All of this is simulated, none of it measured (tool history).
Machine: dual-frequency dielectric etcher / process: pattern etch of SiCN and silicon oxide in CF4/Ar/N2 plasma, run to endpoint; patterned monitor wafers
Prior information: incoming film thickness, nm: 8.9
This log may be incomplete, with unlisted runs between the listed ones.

run 1 day=0.000 | source_power_(kW)=0.430 bias_power_(kW)=0.094 Ar_flow_(sccm)=129 CF4_flow_(sccm)=46 | endpoint_time_(s)=10.5800
run 2 day=0.204 | source_power_(kW)=0.440 bias_power_(kW)=0.094 Ar_flow_(sccm)=129 CF4_flow_(sccm)=46 | endpoint_time_(s)=10.2460
run 3 day=0.358 | source_power_(kW)=0.440 bias_power_(kW)=0.094 Ar_flow_(sccm)=149 CF4_flow_(sccm)=46 | endpoint_time_(s)=10.4060
run 4 day=0.442 | source_power_(kW)=0.440 bias_power_(kW)=0.094 Ar_flow_(sccm)=159 CF4_flow_(sccm)=46 | endpoint_time_(s)=10.5240
run 5 day=0.717 | source_power_(kW)=0.440 bias_power_(kW)=0.094 Ar_flow_(sccm)=159 CF4_flow_(sccm)=52 | endpoint_time_(s)=10.2460
run 6 day=0.838 | source_power_(kW)=0.450 bias_power_(kW)=0.094 Ar_flow_(sccm)=159 CF4_flow_(sccm)=52 | endpoint_time_(s)=10.0880

Run 7 has not been measured yet. What should we expect?
run 7 day=1.100 | source_power_(kW)=0.460 bias_power_(kW)=0.094 Ar_flow_(sccm)=159 CF4_flow_(sccm)=52 | endpoint_time_(s)=?

endpoint time (s): 9.9941

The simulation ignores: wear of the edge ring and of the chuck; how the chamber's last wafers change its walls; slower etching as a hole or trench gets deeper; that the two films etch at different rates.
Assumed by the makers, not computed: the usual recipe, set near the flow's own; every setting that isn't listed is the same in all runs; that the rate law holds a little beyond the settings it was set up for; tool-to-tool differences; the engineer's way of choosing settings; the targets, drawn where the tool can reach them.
